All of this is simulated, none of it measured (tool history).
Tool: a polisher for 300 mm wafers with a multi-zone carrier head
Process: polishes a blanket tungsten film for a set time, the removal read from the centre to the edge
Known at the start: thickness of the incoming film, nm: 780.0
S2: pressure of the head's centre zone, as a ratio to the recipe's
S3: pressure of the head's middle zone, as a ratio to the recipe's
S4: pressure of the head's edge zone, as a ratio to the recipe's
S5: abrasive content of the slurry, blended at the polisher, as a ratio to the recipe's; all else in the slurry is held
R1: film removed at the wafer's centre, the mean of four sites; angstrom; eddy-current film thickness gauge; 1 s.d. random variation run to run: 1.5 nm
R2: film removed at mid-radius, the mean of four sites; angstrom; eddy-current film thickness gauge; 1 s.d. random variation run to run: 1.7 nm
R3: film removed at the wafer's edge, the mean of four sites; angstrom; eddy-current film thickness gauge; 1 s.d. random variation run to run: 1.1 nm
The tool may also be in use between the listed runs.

Run 1, hour 0.0: flow of slurry (ml/min) 170, S2 1.00, S3 1.00, S4 1.00, S5 1.00, polishing time (s) 84. Result: R1 2342.7 angstrom, R2 2340.5 angstrom, R3 2459.2 angstrom.
Run 2, hour 6.8: flow of slurry (ml/min) 185, S2 1.00, S3 1.00, S4 1.00, S5 1.00, polishing time (s) 84. Result: R1 2344.3 angstrom, R2 2389.2 angstrom, R3 2485.9 angstrom.
Run 3, hour 15.7: flow of slurry (ml/min) 185, S2 1.00, S3 0.93, S4 1.00, S5 1.00, polishing time (s) 84. Result: R1 2392.5 angstrom, R2 2300.9 angstrom, R3 2426.8 angstrom.
Run 4, hour 16.4: flow of slurry (ml/min) 185, S2 1.00, S3 0.93, S4 0.94, S5 1.00, polishing time (s) 84. Result: R1 2405.1 angstrom, R2 2295.7 angstrom, R3 2380.6 angstrom.
Run 5, hour 23.3: flow of slurry (ml/min) 180, S2 1.00, S3 0.92, S4 0.93, S5 0.95, polishing time (s) 79. Result: R1 2178.1 angstrom, R2 2106.5 angstrom, R3 2204.6 angstrom.
Run 6, hour 25.5: flow of slurry (ml/min) 180, S2 1.00, S3 0.92, S4 0.93, S5 0.95, polishing time (s) 96. Result: R1 2707.6 angstrom, R2 2502.3 angstrom, R3 2679.7 angstrom.
Run 7, hour 34.3: flow of slurry (ml/min) 180, S2 1.01, S3 0.91, S4 0.92, S5 0.90, polishing time (s) 89. Result: R1 2467.9 angstrom, R2 2288.2 angstrom, R3 2419.5 angstrom.
Run 8, hour 38.6: flow of slurry (ml/min) 145, S2 1.04, S3 0.81, S4 0.82, S5 0.65, polishing time (s) 66. Result: R1 1619.1 angstrom, R2 1316.1 angstrom, R3 1468.8 angstrom.
Run 9, hour 40.8: flow of slurry (ml/min) 140, S2 1.03, S3 0.82, S4 0.82, S5 0.65, polishing time (s) 65. Result: R1 1546.6 angstrom, R2 1321.8 angstrom, R3 1452.1 angstrom.
Run 10, hour 47.7: flow of slurry (ml/min) 140, S2 1.03, S3 0.83, S4 0.82, S5 0.65, polishing time (s) 64. Result: R1 1523.3 angstrom, R2 1341.2 angstrom, R3 1432.6 angstrom.
Run 11, hour 50.4: flow of slurry (ml/min) 135, S2 1.03, S3 0.83, S4 0.82, S5 0.65, polishing time (s) 63. Result: R1 1499.4 angstrom, R2 1254.4 angstrom, R3 1392.0 angstrom.
Run 12, hour 56.2: flow of slurry (ml/min) 120, S2 1.00, S3 0.93, S4 0.81, S5 0.50, polishing time (s) 59. Result: R1 1166.4 angstrom, R2 1153.4 angstrom, R3 1144.0 angstrom.
Run 13, hour 60.8: flow of slurry (ml/min) 130, S2 1.00, S3 0.92, S4 0.81, S5 0.50, polishing time (s) 59. Result: R1 1206.2 angstrom, R2 1135.3 angstrom, R3 1157.8 angstrom.
Run 14, hour 68.6: flow of slurry (ml/min) 135, S2 1.00, S3 0.92, S4 0.82, S5 0.50, polishing time (s) 59. Result: R1 1214.5 angstrom, R2 1122.3 angstrom, R3 1158.9 angstrom.
Run 15, hour 72.9: flow of slurry (ml/min) 185, S2 1.01, S3 0.98, S4 0.90, S5 0.65, polishing time (s) 60. Result: R1 1491.7 angstrom, R2 1461.7 angstrom, R3 1421.6 angstrom.
Run 16, hour 79.6: flow of slurry (ml/min) 175, S2 1.01, S3 0.97, S4 0.89, S5 0.65, polishing time (s) 60. Result: R1 1469.0 angstrom, R2 1411.8 angstrom, R3 1415.2 angstrom.
Run 17, hour 81.1: flow of slurry (ml/min) 170, S2 1.01, S3 0.96, S4 0.88, S5 0.65, polishing time (s) 60. Result: R1 1445.6 angstrom, R2 1380.8 angstrom, R3 1388.9 angstrom.

Run 18 is up next; what results do you expect?
Run 18, hour 83.9: flow of slurry (ml/min) 165, S2 1.01, S3 0.96, S4 0.87, S5 0.65, polishing time (s) 60. Result: R1 ?, R2 ?, R3 ?.

{"run 18": {"R1": 1487.0, "R2": 1394.2, "R3": 1407.8}}
